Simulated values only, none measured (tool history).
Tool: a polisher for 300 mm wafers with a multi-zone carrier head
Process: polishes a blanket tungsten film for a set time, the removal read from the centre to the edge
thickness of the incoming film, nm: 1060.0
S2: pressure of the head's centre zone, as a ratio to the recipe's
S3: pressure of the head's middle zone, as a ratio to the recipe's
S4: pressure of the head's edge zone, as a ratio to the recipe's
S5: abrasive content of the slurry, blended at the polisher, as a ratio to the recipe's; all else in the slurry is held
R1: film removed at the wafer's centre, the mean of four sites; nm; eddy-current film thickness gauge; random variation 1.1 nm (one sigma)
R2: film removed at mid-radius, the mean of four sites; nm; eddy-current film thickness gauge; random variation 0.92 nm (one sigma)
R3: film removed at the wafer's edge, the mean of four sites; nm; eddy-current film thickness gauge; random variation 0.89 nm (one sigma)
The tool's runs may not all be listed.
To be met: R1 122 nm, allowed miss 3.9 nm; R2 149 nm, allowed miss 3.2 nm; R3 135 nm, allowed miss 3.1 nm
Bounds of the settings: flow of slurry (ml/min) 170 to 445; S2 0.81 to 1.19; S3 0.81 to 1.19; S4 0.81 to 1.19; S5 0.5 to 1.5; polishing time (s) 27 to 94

{"run": 1, "hour": 0.0, "flow of slurry (ml/min)": 285, "S2": 1, "S3": 1, "S4": 1, "S5": 1, "polishing time (s)": 60, "R1": 247.35, "R2": 248.76, "R3": 244.18}
{"run": 2, "hour": 7.7, "flow of slurry (ml/min)": 285, "S2": 1, "S3": 1, "S4": 1.04, "S5": 1, "polishing time (s)": 60, "R1": 247.08, "R2": 251.25, "R3": 249.33}
{"run": 3, "hour": 14.9, "flow of slurry (ml/min)": 335, "S2": 1, "S3": 1, "S4": 1.04, "S5": 1, "polishing time (s)": 60, "R1": 259.95, "R2": 257.11, "R3": 250.53}
{"run": 4, "hour": 21.5, "flow of slurry (ml/min)": 335, "S2": 1, "S3": 1, "S4": 0.95, "S5": 1, "polishing time (s)": 60, "R1": 253.41, "R2": 256.4, "R3": 238.62}
{"run": 5, "hour": 25.0, "flow of slurry (ml/min)": 330, "S2": 0.95, "S3": 0.99, "S4": 0.92, "S5": 0.85, "polishing time (s)": 54, "R1": 210.34, "R2": 220.49, "R3": 204.04}
{"run": 6, "hour": 30.9, "flow of slurry (ml/min)": 280, "S2": 0.95, "S3": 0.99, "S4": 0.92, "S5": 0.85, "polishing time (s)": 54, "R1": 206.37, "R2": 218.5, "R3": 201.18}
{"run": 7, "hour": 33.6, "flow of slurry (ml/min)": 255, "S2": 0.91, "S3": 0.99, "S4": 0.92, "S5": 0.75, "polishing time (s)": 50, "R1": 174.6, "R2": 194.51, "R3": 182.69}
{"run": 8, "hour": 37.4, "flow of slurry (ml/min)": 270, "S2": 0.83, "S3": 1, "S4": 0.82, "S5": 0.5, "polishing time (s)": 36, "R1": 108.8, "R2": 131.56, "R3": 115.1}
{"run": 9, "hour": 39.5, "flow of slurry (ml/min)": 275, "S2": 0.85, "S3": 1.02, "S4": 0.87, "S5": 0.5, "polishing time (s)": 36, "R1": 111.41, "R2": 131.19, "R3": 116.45}
{"run": 10, "hour": 42.4, "flow of slurry (ml/min)": 265, "S2": 0.85, "S3": 1.04, "S4": 0.9, "S5": 0.55, "polishing time (s)": 36, "R1": 114.01, "R2": 135.46, "R3": 122.58}
{"run": 11, "hour": 47.9, "flow of slurry (ml/min)": 260, "S2": 0.86, "S3": 1.07, "S4": 0.92, "S5": 0.6, "polishing time (s)": 36, "R1": 112.21, "R2": 142.94, "R3": 124.21}

Which of these 4 next moves meets every target?
{"run": "A", "hour": 53.4, "flow of slurry (ml/min)": 220, "S2": 0.91, "S3": 1.19, "S4": 0.81, "S5": 0.65, "polishing time (s)": 34, "R1": "?", "R2": "?", "R3": "?"}
{"run": "B", "hour": 53.4, "flow of slurry (ml/min)": 225, "S2": 0.87, "S3": 1.06, "S4": 0.96, "S5": 0.6, "polishing time (s)": 39, "R1": "?", "R2": "?", "R3": "?"}
{"run": "C", "hour": 53.4, "flow of slurry (ml/min)": 240, "S2": 0.91, "S3": 0.94, "S4": 1.01, "S5": 0.5, "polishing time (s)": 41, "R1": "?", "R2": "?", "R3": "?"}
{"run": "D", "hour": 53.4, "flow of slurry (ml/min)": 260, "S2": 0.9, "S3": 1.03, "S4": 0.83, "S5": 0.5, "polishing time (s)": 40, "R1": "?", "R2": "?", "R3": "?"}

move=A R1=111.9 R2=146.94 R3=109.2
move=B R1=121.13 R2=150.78 R3=133.81
move=C R1=130.01 R2=139.68 R3=140.52
move=D R1=126.98 R2=148.78 R3=126.03
A: further off than the last run
B: meets every target
C: takes the result that was furthest off past its target
D: nearer than the last run, and not there yet
The right move is B.
